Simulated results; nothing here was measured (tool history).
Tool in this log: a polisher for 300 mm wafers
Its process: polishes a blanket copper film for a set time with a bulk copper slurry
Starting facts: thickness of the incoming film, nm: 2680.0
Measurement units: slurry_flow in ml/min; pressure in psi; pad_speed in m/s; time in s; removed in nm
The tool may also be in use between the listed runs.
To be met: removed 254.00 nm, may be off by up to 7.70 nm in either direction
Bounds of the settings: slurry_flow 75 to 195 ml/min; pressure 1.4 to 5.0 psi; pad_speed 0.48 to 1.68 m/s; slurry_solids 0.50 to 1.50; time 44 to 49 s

Run 1, hour 0.0: slurry_flow 125 ml/min, pressure 3.2 psi, pad_speed 1.08 m/s, slurry_solids 1.00, time 49 s. Result: removed 427.26 nm.
Run 2, hour 2.9: slurry_flow 115 ml/min, pressure 3.2 psi, pad_speed 1.08 m/s, slurry_solids 1.00, time 49 s. Result: removed 415.90 nm.
Run 3, hour 11.4: slurry_flow 100 ml/min, pressure 3.2 psi, pad_speed 1.08 m/s, slurry_solids 1.00, time 49 s. Result: removed 407.18 nm.
Run 4, hour 19.3: slurry_flow 95 ml/min, pressure 2.9 psi, pad_speed 1.08 m/s, slurry_solids 1.00, time 49 s. Result: removed 366.43 nm.
Run 5, hour 22.7: slurry_flow 90 ml/min, pressure 2.6 psi, pad_speed 1.08 m/s, slurry_solids 1.00, time 49 s. Result: removed 324.17 nm.
Run 6, hour 27.7: slurry_flow 100 ml/min, pressure 2.6 psi, pad_speed 1.08 m/s, slurry_solids 1.00, time 49 s. Result: removed 338.21 nm.
Run 7, hour 33.5: slurry_flow 95 ml/min, pressure 2.4 psi, pad_speed 1.08 m/s, slurry_solids 1.00, time 49 s. Result: removed 300.46 nm.
Run 8, hour 41.3: slurry_flow 95 ml/min, pressure 2.3 psi, pad_speed 1.08 m/s, slurry_solids 1.00, time 49 s. Result: removed 290.77 nm.
Run 9, hour 46.5: slurry_flow 95 ml/min, pressure 2.2 psi, pad_speed 1.08 m/s, slurry_solids 1.00, time 49 s. Result: removed 279.08 nm.
Run 10, hour 54.2: slurry_flow 95 ml/min, pressure 2.2 psi, pad_speed 1.08 m/s, slurry_solids 1.00, time 49 s. Result: removed 284.28 nm.
At hour 57.3: worn pad replaced by a new one.
Run 11, hour 57.3: slurry_flow 90 ml/min, pressure 2.1 psi, pad_speed 1.08 m/s, slurry_solids 1.00, time 49 s. Result: removed 289.36 nm.
Run 12, hour 58.7: slurry_flow 90 ml/min, pressure 2.0 psi, pad_speed 1.08 m/s, slurry_solids 1.00, time 49 s. Result: removed 276.97 nm.
Run 13, hour 62.3: slurry_flow 90 ml/min, pressure 1.9 psi, pad_speed 1.08 m/s, slurry_solids 1.00, time 49 s. Result: removed 260.31 nm.
Run 14, hour 63.7: slurry_flow 90 ml/min, pressure 1.9 psi, pad_speed 1.08 m/s, slurry_solids 1.00, time 49 s. Result: removed 267.83 nm.

Consider the 4 candidate settings below. Which is the only one whose results all fall within their allowed miss of target?
Run A, hour 65.1: slurry_flow 90 ml/min, pressure 2.2 psi, pad_speed 0.98 m/s, slurry_solids 1.00, time 49 s. Result: removed ?.
Run B, hour 65.1: slurry_flow 75 ml/min, pressure 1.7 psi, pad_speed 1.18 m/s, slurry_solids 1.15, time 46 s. Result: removed ?.
Run C, hour 65.1: slurry_flow 125 ml/min, pressure 2.5 psi, pad_speed 0.76 m/s, slurry_solids 1.10, time 49 s. Result: removed ?.
Run D, hour 65.1: slurry_flow 85 ml/min, pressure 2.0 psi, pad_speed 1.08 m/s, slurry_solids 1.00, time 45 s. Result: removed ?.

move  removed
   A   279.07
   B   238.38
   C   280.19
   D   251.08
A: the biggest miss grows against the last run
B: moves the result that the last run missed by most past its target, out the other side
C: the biggest miss grows against the last run
D: meets every target
The right move is D.
